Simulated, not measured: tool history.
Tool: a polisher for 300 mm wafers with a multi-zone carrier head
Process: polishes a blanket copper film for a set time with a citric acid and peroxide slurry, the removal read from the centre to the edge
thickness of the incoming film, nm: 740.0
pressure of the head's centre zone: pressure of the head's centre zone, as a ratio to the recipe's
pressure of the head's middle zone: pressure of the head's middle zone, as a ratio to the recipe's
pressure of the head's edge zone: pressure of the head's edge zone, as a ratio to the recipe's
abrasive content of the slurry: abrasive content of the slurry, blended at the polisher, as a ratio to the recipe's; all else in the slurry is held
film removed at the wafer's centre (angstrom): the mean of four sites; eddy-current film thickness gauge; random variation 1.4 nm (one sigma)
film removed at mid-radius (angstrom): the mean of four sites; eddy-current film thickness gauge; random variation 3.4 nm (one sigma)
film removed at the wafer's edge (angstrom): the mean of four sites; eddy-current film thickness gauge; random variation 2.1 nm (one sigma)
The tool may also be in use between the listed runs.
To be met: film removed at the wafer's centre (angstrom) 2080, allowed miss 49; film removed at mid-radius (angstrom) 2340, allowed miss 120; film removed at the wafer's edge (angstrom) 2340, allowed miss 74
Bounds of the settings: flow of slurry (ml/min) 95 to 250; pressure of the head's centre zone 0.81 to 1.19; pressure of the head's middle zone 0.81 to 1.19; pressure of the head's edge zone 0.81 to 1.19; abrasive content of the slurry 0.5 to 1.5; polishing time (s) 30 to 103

| run | hour | flow of slurry (ml/min) | pressure of the head's centre zone | pressure of the head's middle zone | pressure of the head's edge zone | abrasive content of the slurry | polishing time (s) | film removed at the wafer's centre (angstrom) | film removed at mid-radius (angstrom) | film removed at the wafer's edge (angstrom) |
|---|---|---|---|---|---|---|---|---|---|---|
| 1 | 0 | 160 | 1 | 1 | 1 | 1 | 66 | 1557.4 | 1623 | 1618.1 |
| 2 | 8.4 | 160 | 1 | 1.09 | 1 | 1 | 66 | 1559.9 | 1740 | 1601.7 |
| 3 | 10.4 | 165 | 1 | 1.09 | 1.03 | 1.1 | 68 | 1658.1 | 1856.7 | 1728.7 |
| 4 | 17.5 | 165 | 0.95 | 1.09 | 1.03 | 1.1 | 68 | 1561.6 | 1834.4 | 1703.5 |
| 5 | 25.5 | 165 | 0.95 | 1.09 | 1.03 | 1.1 | 74 | 1699.5 | 2008.9 | 1854.9 |
| 6 | 29.8 | 165 | 1.01 | 1.09 | 1.03 | 1.1 | 74 | 1806.8 | 1969.3 | 1843.6 |
| 7 | 36.6 | 175 | 1 | 1.09 | 1.06 | 1.2 | 75 | 1865.2 | 2007.1 | 1964.1 |
| 8 | 43 | 180 | 0.99 | 1.11 | 1.08 | 1.25 | 76 | 1911.6 | 2139.4 | 1993.3 |
| 9 | 45.9 | 190 | 0.92 | 1.01 | 1.18 | 1.5 | 83 | 2006.3 | 2324.8 | 2442.6 |

4 next moves are on the table. One of them brings every result within its allowed miss. Which?
| A | 48.8 | 230 | 0.85 | 1.17 | 1.13 | 1.5 | 83 | ? | ? | ? |
| B | 48.8 | 215 | 0.9 | 1.11 | 1.14 | 1.45 | 81 | ? | ? | ? |
| C | 48.8 | 185 | 0.99 | 1.1 | 1.19 | 1.5 | 79 | ? | ? | ? |
| D | 48.8 | 175 | 0.81 | 1.03 | 1.19 | 1.3 | 91 | ? | ? | ? |

| move | film removed at the wafer's centre (angstrom) | film removed at mid-radius (angstrom) | film removed at the wafer's edge (angstrom) |
|---|---|---|---|
| A | 1931.7 | 2733.8 | 2436.4 |
| B | 1962.3 | 2508.4 | 2357.7 |
| C | 2067.4 | 2387.6 | 2328 |
| D | 1868.4 | 2504.4 | 2589.1 |
A: further off than the last run
B: further off than the last run
C: meets every target
D: further off than the last run
Move C is the one to make.
